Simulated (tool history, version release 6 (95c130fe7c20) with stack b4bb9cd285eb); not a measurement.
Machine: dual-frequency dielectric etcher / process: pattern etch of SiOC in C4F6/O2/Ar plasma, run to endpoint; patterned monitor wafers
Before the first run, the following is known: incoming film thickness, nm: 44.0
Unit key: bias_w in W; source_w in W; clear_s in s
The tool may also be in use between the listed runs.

{"run": 1, "hour": 0.0, "bias_w": 435, "source_w": 380, "clear_s": 16.438}
{"run": 2, "hour": 0.7, "bias_w": 435, "source_w": 420, "clear_s": 15.907}
{"run": 3, "hour": 4.9, "bias_w": 435, "source_w": 470, "clear_s": 15.693}
{"run": 4, "hour": 8.0, "bias_w": 462, "source_w": 470, "clear_s": 15.278}
{"run": 5, "hour": 9.6, "bias_w": 435, "source_w": 460, "clear_s": 15.903}
{"run": 6, "hour": 14.5, "bias_w": 467, "source_w": 460, "clear_s": 15.313}

What does the tool deliver on the next run?
{"run": 7, "hour": 18.8, "bias_w": 440, "source_w": 450, "clear_s": "?"}

Run 7 produced clear_s 15.751 s.

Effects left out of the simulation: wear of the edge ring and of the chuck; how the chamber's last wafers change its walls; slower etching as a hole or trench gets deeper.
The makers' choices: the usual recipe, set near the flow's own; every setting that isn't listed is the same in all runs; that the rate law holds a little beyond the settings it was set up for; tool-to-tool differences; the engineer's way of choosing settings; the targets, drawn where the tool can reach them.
